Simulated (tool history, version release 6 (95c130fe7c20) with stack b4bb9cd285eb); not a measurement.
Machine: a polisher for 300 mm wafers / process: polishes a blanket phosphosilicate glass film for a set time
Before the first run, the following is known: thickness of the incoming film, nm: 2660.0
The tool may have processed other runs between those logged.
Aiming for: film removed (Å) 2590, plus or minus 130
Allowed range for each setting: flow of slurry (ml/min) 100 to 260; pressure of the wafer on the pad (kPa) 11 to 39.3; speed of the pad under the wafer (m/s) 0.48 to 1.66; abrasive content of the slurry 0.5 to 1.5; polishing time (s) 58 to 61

run  hour  flow of slurry (ml/min)  pressure of the wafer on the pad (kPa)  speed of the pad under the wafer (m/s)  abrasive content of the slurry  polishing time (s)  film removed (Å)
  1     0                      165                                    24.8                                    1.06                               1                  58            6145.1
  2   4.4                      165                                    21.4                                    0.96                               1                  58            5062.2
  3  12.8                      165                                    18.6                                    0.88                               1                  58            4331.5
  4  18.7                      165                                    13.8                                    0.88                               1                  58              3482
  5  22.5                      165                                    13.8                                    0.88                            0.85                  58            3217.3
  6  28.7                      165                                    13.8                                    1.02                            0.85                  58            3734.6
  7  34.1                      165                                    13.1                                    0.96                            0.85                  58            3420.7
  8  39.3                      165                                    12.4                                     0.9                            0.85                  58            3158.8
  9    45                      165                                    12.4                                    0.86                            0.85                  58            3027.4
 10  50.9                      165                                    12.4                                    0.84                            0.85                  58            3011.3
 11  58.7                      165                                    12.4                                    0.82                            0.85                  58            2911.1
 12  60.6                      165                                    12.4                                     0.8                            0.85                  58            2940.7
 13  64.1                      165                                    12.4                                     0.8                            0.85                  58            2902.1
 14  68.9                      165                                    12.4                                    0.78                            0.85                  58            2792.5

5 candidate next runs follow, results not yet known. Just one meets every target within its allowed miss. Identify it.
  A  73.7                      150                                    17.9                                     0.6                               1                  58                 ?
  B  73.7                      160                                    15.9                                    0.48                             0.8                  59                 ?
  C  73.7                      165                                      11                                    0.76                             0.8                  60                 ?
  D  73.7                      145                                      11                                    0.68                             0.8                  58                 ?
  E  73.7                      150                                    18.6                                    0.86                            0.55                  58                 ?

move  film removed (Å)
   A            3070.4
   B            2273.5
   C            2617.1
   D            2277.8
   E            3304.6
A: lands further from the targets than the last run did
B: takes the result that was furthest off past its target
C: in spec on every target
D: takes the result that was furthest off past its target
E: lands further from the targets than the last run did
The move that meets every target is C.
